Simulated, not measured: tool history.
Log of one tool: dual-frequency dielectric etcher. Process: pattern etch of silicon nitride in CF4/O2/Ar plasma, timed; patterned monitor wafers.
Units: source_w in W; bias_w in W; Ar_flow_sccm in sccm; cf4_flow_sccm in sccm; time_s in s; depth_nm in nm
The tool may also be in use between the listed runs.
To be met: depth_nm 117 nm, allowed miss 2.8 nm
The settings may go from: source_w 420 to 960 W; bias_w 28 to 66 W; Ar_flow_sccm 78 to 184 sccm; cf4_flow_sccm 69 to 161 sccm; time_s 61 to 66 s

Run 1, hour 0: source_w 690 W, bias_w 47 W, Ar_flow_sccm 131 sccm, cf4_flow_sccm 115 sccm, time_s 66 s. Result: depth_nm 164.11 nm.
Run 2, hour 8.2: source_w 660 W, bias_w 47 W, Ar_flow_sccm 131 sccm, cf4_flow_sccm 115 sccm, time_s 66 s. Result: depth_nm 157.4 nm.
Run 3, hour 11.9: source_w 640 W, bias_w 47 W, Ar_flow_sccm 131 sccm, cf4_flow_sccm 115 sccm, time_s 66 s. Result: depth_nm 154.55 nm.
Run 4, hour 13.9: source_w 600 W, bias_w 47 W, Ar_flow_sccm 131 sccm, cf4_flow_sccm 115 sccm, time_s 66 s. Result: depth_nm 146.7 nm.
Run 5, hour 18.7: source_w 600 W, bias_w 47 W, Ar_flow_sccm 131 sccm, cf4_flow_sccm 115 sccm, time_s 61 s. Result: depth_nm 136.13 nm.
Run 6, hour 25.2: source_w 600 W, bias_w 47 W, Ar_flow_sccm 131 sccm, cf4_flow_sccm 115 sccm, time_s 61 s. Result: depth_nm 135.93 nm.
Run 7, hour 26.7: source_w 590 W, bias_w 47 W, Ar_flow_sccm 131 sccm, cf4_flow_sccm 115 sccm, time_s 61 s. Result: depth_nm 134.1 nm.
Run 8, hour 28.3: source_w 580 W, bias_w 47 W, Ar_flow_sccm 131 sccm, cf4_flow_sccm 115 sccm, time_s 61 s. Result: depth_nm 132.52 nm.
Run 9, hour 36.8: source_w 570 W, bias_w 47 W, Ar_flow_sccm 131 sccm, cf4_flow_sccm 115 sccm, time_s 61 s. Result: depth_nm 131.48 nm.
Run 10, hour 45.3: source_w 560 W, bias_w 47 W, Ar_flow_sccm 131 sccm, cf4_flow_sccm 115 sccm, time_s 61 s. Result: depth_nm 129.64 nm.
Run 11, hour 49: source_w 470 W, bias_w 46 W, Ar_flow_sccm 131 sccm, cf4_flow_sccm 115 sccm, time_s 61 s. Result: depth_nm 113.04 nm.

5 next moves are on the table. One of them brings every result within its allowed miss. Which?
Run A, hour 52.7: source_w 440 W, bias_w 47 W, Ar_flow_sccm 140 sccm, cf4_flow_sccm 116 sccm, time_s 63 s. Result: depth_nm ?.
Run B, hour 52.7: source_w 470 W, bias_w 47 W, Ar_flow_sccm 164 sccm, cf4_flow_sccm 116 sccm, time_s 61 s. Result: depth_nm ?.
Run C, hour 52.7: source_w 460 W, bias_w 43 W, Ar_flow_sccm 130 sccm, cf4_flow_sccm 112 sccm, time_s 63.5 s. Result: depth_nm ?.
Run D, hour 52.7: source_w 420 W, bias_w 54 W, Ar_flow_sccm 134 sccm, cf4_flow_sccm 121 sccm, time_s 65.5 s. Result: depth_nm ?.
Run E, hour 52.7: source_w 490 W, bias_w 43 W, Ar_flow_sccm 149 sccm, cf4_flow_sccm 117 sccm, time_s 61 s. Result: depth_nm ?.

move  depth_nm
   A    109.99
   B    109.91
   C    111.65
   D    116.95
   E    111.43
A: further off than the last run
B: further off than the last run
C: further off than the last run
D: meets every target
E: further off than the last run
Answer: D
